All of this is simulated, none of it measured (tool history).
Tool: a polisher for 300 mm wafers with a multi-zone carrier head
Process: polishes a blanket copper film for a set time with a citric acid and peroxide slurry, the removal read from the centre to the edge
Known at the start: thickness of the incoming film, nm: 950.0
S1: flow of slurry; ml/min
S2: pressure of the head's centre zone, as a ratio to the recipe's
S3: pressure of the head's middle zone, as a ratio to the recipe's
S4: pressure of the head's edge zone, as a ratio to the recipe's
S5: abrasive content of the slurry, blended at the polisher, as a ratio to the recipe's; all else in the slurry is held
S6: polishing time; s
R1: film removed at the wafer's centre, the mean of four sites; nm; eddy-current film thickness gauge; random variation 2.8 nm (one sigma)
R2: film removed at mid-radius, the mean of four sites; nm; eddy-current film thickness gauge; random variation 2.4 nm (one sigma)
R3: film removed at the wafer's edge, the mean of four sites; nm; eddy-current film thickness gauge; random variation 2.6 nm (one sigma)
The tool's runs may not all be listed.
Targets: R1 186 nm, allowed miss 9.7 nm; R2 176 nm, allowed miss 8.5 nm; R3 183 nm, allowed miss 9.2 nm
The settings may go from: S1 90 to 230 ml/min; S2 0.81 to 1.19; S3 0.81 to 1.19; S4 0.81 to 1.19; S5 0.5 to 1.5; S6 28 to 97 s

run	hour	S1	S2	S3	S4	S5	S6	R1	R2	R3
1	0	150	1	1	1	1	62	121.51	117.49	118.83
2	4.6	150	1.08	1	1	1	62	129.17	119.59	120.64
3	12.7	155	1.08	1.01	1.03	1.1	65	139.21	130.16	131.34
4	20	160	1.08	1.01	1.05	1.2	68	155.29	139.16	141.02
5	22.8	155	1.06	1.02	1.07	1.25	71	155.07	148.84	150.57
6	25.2	125	1.06	1.02	1.07	1.25	71	148.66	139.23	148.17
7	30.7	130	1.07	1.03	1.09	1.3	73	155.13	146.57	151.28
8	37	130	1.07	1.03	1.09	1.3	73	155.14	147.34	154.28

Which of these 4 next moves meets every target?
A	43.3	135	1.05	1.04	1.07	1.3	87	?	?	?
B	43.3	160	1.09	0.87	0.97	1.25	62	?	?	?
C	43.3	115	1.07	1.04	1.05	1.15	60	?	?	?
D	43.3	90	1.12	0.89	1.11	1.15	94	?	?	?

move	R1	R2	R3
A	184.31	175.4	179.71
B	140.36	114.43	124.15
C	121.77	114.28	117.25
D	186.96	153.23	182.29
A: meets every target
B: further off than the last run
C: further off than the last run
D: nearer than the last run, and not there yet
The right move is A.
